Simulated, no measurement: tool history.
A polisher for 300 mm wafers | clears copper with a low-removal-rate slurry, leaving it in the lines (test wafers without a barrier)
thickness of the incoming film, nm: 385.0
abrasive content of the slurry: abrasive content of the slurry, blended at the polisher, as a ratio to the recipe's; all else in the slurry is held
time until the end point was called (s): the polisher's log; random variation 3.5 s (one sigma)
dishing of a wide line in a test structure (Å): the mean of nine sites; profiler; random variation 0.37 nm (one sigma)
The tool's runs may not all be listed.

| run | hour | flow of slurry (ml/min) | pressure of the wafer on the pad (psi) | speed of the pad under the wafer (cm/s) | abrasive content of the slurry | overpolish time after the end point (s) | time until the end point was called (s) | dishing of a wide line in a test structure (Å) |
|---|---|---|---|---|---|---|---|---|
| 1 | 0 | 320 | 4 | 114 | 1 | 23 | 88.234 | 468.9 |
| 2 | 3.2 | 320 | 3.4 | 102 | 1 | 22 | 115.02 | 391 |
| 3 | 10.1 | 320 | 3 | 94 | 1 | 22 | 141.3 | 339.19 |
| 4 | 18.3 | 320 | 3.9 | 94 | 1 | 22 | 106.87 | 411.41 |
| 5 | 20.7 | 320 | 3.9 | 94 | 1 | 27 | 107.76 | 459.33 |
| 6 | 26.6 | 320 | 3.1 | 94 | 1 | 27 | 133.86 | 389.44 |

Forecast run 7:
| 7 | 34.6 | 320 | 2.8 | 88 | 1 | 26 | ? | ? |

{"run 7": {"time until the end point was called (s)": 153, "dishing of a wide line in a test structure (Å)": 336.89}}
